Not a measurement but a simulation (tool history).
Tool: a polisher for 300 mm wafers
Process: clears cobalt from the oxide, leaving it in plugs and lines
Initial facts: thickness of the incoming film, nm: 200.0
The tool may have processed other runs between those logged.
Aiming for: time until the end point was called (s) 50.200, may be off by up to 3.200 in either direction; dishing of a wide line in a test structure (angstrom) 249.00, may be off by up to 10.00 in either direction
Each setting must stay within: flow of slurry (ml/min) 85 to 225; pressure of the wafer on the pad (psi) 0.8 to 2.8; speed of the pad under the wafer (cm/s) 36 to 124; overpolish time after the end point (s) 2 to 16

run    day  flow of slurry (ml/min)  pressure of the wafer on the pad (psi)  speed of the pad under the wafer (cm/s)  overpolish time after the end point (s)  time until the end point was called (s)  dishing of a wide line in a test structure (angstrom)
  1  0.000                      145                                     1.8                                       80                                        8                                   62.540                                                 168.76
  2  0.029                      145                                     1.8                                       80                                        9                                   63.101                                                 176.92
  3  0.150                      145                                     1.5                                       80                                        9                                   75.038                                                 158.45
  4  0.475                      145                                     1.6                                       80                                        9                                   69.008                                                 162.27
  5  0.542                      145                                     1.7                                       80                                        9                                   64.809                                                 174.73
  6  0.638                      145                                     1.5                                       80                                        9                                   74.693                                                 160.69
  7  0.754                      145                                     1.6                                       80                                        9                                   71.508                                                 167.25
  8  0.929                      145                                     1.7                                       80                                        9                                   66.259                                                 176.41
  9  1.050                      145                                     1.8                                       80                                        9                                   64.026                                                 181.19
 10  1.333                      145                                     1.9                                       80                                        9                                   60.309                                                 187.91
 11  1.475                      145                                     2.1                                       80                                       10                                   53.120                                                 213.39
 12  1.804                      145                                     2.1                                       80                                       11                                   54.039                                                 224.94
 13  2.108                      150                                     2.2                                       80                                       11                                   51.343                                                 231.63

Of the 5 settings listed for the next run, only one would bring every result within its allowed miss of target. Which one?
  A  2.412                      145                                     2.2                                       86                                       12                                        ?                                                      ?
  B  2.412                      155                                     2.2                                       82                                       10                                        ?                                                      ?
  C  2.412                      155                                     2.6                                       80                                        8                                        ?                                                      ?
  D  2.412                      115                                     2.1                                       92                                       10                                        ?                                                      ?
  E  2.412                      135                                     2.2                                       78                                       11                                        ?                                                      ?

move  time until the end point was called (s)  dishing of a wide line in a test structure (angstrom)
   A                                   49.790                                                 257.40
   B                                   51.265                                                 228.49
   C                                   44.471                                                 217.21
   D                                   51.505                                                 227.76
   E                                   54.854                                                 232.36
A: all results land within tolerance of their targets
B: the biggest miss grows against the last run
C: the biggest miss grows against the last run
D: the biggest miss grows against the last run
E: roughly where the last run was
Answer: A

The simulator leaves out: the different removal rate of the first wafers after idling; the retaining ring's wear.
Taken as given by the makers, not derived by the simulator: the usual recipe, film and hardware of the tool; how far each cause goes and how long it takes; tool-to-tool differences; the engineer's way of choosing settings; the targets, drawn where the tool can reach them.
